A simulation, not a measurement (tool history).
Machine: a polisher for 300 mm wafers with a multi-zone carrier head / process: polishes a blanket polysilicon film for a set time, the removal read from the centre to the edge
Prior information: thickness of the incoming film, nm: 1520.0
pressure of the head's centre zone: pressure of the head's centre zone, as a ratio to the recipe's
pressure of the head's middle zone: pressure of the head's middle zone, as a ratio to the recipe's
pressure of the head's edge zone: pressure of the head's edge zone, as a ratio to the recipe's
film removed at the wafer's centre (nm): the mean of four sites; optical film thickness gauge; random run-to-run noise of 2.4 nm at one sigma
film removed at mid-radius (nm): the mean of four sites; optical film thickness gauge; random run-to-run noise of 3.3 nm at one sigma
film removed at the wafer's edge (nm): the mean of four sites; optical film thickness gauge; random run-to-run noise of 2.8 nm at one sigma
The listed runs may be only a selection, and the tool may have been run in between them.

| run | hour | flow of slurry (ml/min) | pressure of the head's centre zone | pressure of the head's middle zone | pressure of the head's edge zone | polishing time (s) | film removed at the wafer's centre (nm) | film removed at mid-radius (nm) | film removed at the wafer's edge (nm) |
|---|---|---|---|---|---|---|---|---|---|
| 1 | 0 | 140 | 1 | 1 | 1 | 37 | 298.52 | 306.4 | 313.81 |
| 2 | 6.4 | 130 | 0.95 | 1 | 0.99 | 35 | 260.56 | 282.17 | 284.81 |
| 3 | 11.2 | 130 | 0.9 | 1 | 0.99 | 35 | 240.76 | 285.56 | 283.44 |
| 4 | 16.7 | 130 | 0.96 | 1 | 0.99 | 35 | 268.17 | 278.04 | 293.99 |
| 5 | 18.6 | 125 | 0.92 | 1 | 0.99 | 34 | 242.48 | 270.56 | 274.04 |
| 6 | 24.6 | 125 | 0.92 | 0.95 | 0.99 | 34 | 244.12 | 266.43 | 275.76 |
| 7 | 32.6 | 120 | 0.89 | 0.95 | 0.99 | 34 | 232.43 | 266.3 | 276.09 |
| 8 | 37.3 | 115 | 0.87 | 0.95 | 0.98 | 34 | 219.64 | 258.96 | 273.74 |
| 9 | 40.6 | 115 | 0.87 | 0.95 | 0.98 | 34 | 223.15 | 257.35 | 273.16 |
| 10 | 42.9 | 115 | 0.87 | 0.95 | 0.98 | 34 | 221.8 | 257.64 | 270.16 |

Run 11, settings as shown, results not yet in. Your forecast:
| 11 | 51.2 | 110 | 0.86 | 0.96 | 0.97 | 34 | ? | ? | ? |

film removed at the wafer's centre (nm): 214.05
film removed at mid-radius (nm): 257.41
film removed at the wafer's edge (nm): 268.28
